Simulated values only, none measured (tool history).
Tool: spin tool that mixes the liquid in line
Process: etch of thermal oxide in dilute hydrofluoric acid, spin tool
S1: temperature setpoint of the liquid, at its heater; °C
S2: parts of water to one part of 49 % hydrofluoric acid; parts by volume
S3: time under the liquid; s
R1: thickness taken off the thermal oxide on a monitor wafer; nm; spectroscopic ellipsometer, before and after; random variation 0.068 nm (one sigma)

run  hour    S1   S2   S3      R1
  1     0    23  130  300  10.967
  2     7    23  110  300  13.413
  3  13.7    23   95  300  15.728
  4  20.8    21  105  300  13.085
  5  25.7    20  110  300  11.684
  6  28.4    19  115  300  10.867
  7  36.7  18.5  115  300   10.55
  8  44.6    18  115  300  10.242
  9  51.3  17.5  115  300  10.186

Forecast run 10:
 10  57.8  17.5  115  300   ?

R1: 10.127 nm

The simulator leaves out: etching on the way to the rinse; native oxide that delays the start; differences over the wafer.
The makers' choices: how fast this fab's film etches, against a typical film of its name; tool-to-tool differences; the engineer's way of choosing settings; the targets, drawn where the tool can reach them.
